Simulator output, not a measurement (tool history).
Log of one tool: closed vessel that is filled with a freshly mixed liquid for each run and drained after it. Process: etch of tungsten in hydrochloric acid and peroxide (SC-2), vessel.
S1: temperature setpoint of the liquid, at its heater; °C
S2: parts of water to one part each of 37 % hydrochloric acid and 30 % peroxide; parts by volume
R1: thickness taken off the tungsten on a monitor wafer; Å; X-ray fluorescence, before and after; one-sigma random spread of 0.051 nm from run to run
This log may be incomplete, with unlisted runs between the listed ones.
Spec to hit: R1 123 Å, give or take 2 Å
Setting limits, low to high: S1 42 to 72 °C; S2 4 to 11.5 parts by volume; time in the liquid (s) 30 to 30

run 1 hour=0 | S1=58 S2=6.5 time_in_the_liquid_(s)=30 | R1=155.05
run 2 hour=4.8 | S1=57.5 S2=6.5 time_in_the_liquid_(s)=30 | R1=150.37
run 3 hour=5.6 | S1=57.5 S2=6.5 time_in_the_liquid_(s)=30 | R1=150.99
run 4 hour=8.5 | S1=62 S2=6.5 time_in_the_liquid_(s)=30 | R1=200.42
run 5 hour=10.9 | S1=62 S2=8 time_in_the_liquid_(s)=30 | R1=168.23
run 6 hour=16.5 | S1=62 S2=9 time_in_the_liquid_(s)=30 | R1=154.58
run 7 hour=18.5 | S1=57.5 S2=9 time_in_the_liquid_(s)=30 | R1=116.54
run 8 hour=19.2 | S1=58 S2=9 time_in_the_liquid_(s)=30 | R1=120.32

Which single option among these 5 for the next run brings every result within its allowed miss of target? Just one does.
run A hour=19.9 | S1=57 S2=8.5 time_in_the_liquid_(s)=30 | R1=?
run B hour=19.9 | S1=59 S2=10 time_in_the_liquid_(s)=30 | R1=?
run C hour=19.9 | S1=57.5 S2=9 time_in_the_liquid_(s)=30 | R1=?
run D hour=19.9 | S1=59.5 S2=10.5 time_in_the_liquid_(s)=30 | R1=?
run E hour=19.9 | S1=59 S2=9.5 time_in_the_liquid_(s)=30 | R1=?

move=A R1=118.26
move=B R1=117.49
move=C R1=116.55
move=D R1=116.4
move=E R1=122.6
A: lands further from the targets than the last run did
B: lands further from the targets than the last run did
C: lands further from the targets than the last run did
D: lands further from the targets than the last run did
E: every result within its allowed miss
Correct choice: E, which meets every target
